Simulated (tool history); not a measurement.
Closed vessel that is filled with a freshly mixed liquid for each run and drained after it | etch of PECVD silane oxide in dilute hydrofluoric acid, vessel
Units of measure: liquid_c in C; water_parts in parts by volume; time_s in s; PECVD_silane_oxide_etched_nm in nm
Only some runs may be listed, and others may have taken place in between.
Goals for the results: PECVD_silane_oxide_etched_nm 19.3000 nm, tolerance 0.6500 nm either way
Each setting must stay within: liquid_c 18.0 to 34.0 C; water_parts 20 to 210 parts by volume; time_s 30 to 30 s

run  hour  liquid_c  water_parts  time_s  PECVD_silane_oxide_etched_nm
  1   0.0      26.0          115      30                        9.0192
  2   4.6      28.5          115      30                        9.8154
  3   6.0      28.5           90      30                       13.0980
  4  11.3      30.0           85      30                       14.7200
  5  17.2      31.0           80      30                       16.1070
  6  25.4      32.0           80      30                       16.9170
     31.1  -- thermometer replaced
  7  31.1      32.5           80      30                       15.7000
  8  32.7      32.5           75      30                       16.9310

Consider the 5 candidate settings below. Which is the only one whose results all fall within their allowed miss of target?
  A  34.3      34.0           75      30                             ?
  B  34.3      32.0           60      30                             ?
  C  34.3      32.0           70      30                             ?
  D  34.3      32.0           65      30                             ?
  E  34.3      33.5           65      30                             ?

move  PECVD_silane_oxide_etched_nm
   A                       17.9440
   B                       21.3110
   C                       17.9810
   D                       19.5170
   E                       20.6550
A: nearer than the last run, and not there yet
B: carries the result that was furthest off beyond its target, to the other side
C: nearer than the last run, and not there yet
D: all results land within tolerance of their targets
E: carries the result that was furthest off beyond its target, to the other side
Correct choice: D, which meets every target

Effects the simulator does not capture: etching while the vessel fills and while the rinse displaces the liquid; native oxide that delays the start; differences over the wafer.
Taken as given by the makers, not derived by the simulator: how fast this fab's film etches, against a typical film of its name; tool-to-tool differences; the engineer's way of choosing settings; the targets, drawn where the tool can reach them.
